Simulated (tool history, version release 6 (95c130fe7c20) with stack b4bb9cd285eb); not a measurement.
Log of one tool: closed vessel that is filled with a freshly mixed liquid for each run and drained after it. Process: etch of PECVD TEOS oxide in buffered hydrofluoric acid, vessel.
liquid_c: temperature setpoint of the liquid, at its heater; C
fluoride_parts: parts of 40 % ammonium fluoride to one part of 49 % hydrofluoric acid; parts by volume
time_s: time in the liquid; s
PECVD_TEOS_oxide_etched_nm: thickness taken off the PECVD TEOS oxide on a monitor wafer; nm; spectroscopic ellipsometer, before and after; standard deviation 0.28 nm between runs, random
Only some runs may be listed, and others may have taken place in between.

| run | day | liquid_c | fluoride_parts | time_s | PECVD_TEOS_oxide_etched_nm |
|---|---|---|---|---|---|
| 1 | 0 | 21 | 15 | 30 | 36.248 |
| 2 | 0.054 | 21 | 15 | 30 | 36.451 |
| 3 | 0.379 | 24 | 15 | 30 | 42.438 |
| 4 | 0.454 | 24 | 11 | 30 | 57.774 |
| 5 | 0.817 | 27.5 | 11 | 30 | 69.994 |
| 6 | 0.971 | 27.5 | 8 | 30 | 92.675 |
| 7 | 1.317 | 23.5 | 8 | 30 | 75.277 |
| 8 | 1.379 | 23 | 8 | 30 | 73.658 |

Run 9, settings as shown, results not yet in. Your forecast:
| 9 | 1.488 | 22.5 | 8 | 30 | ? |

{"run 9": {"PECVD_TEOS_oxide_etched_nm": 71.33}}

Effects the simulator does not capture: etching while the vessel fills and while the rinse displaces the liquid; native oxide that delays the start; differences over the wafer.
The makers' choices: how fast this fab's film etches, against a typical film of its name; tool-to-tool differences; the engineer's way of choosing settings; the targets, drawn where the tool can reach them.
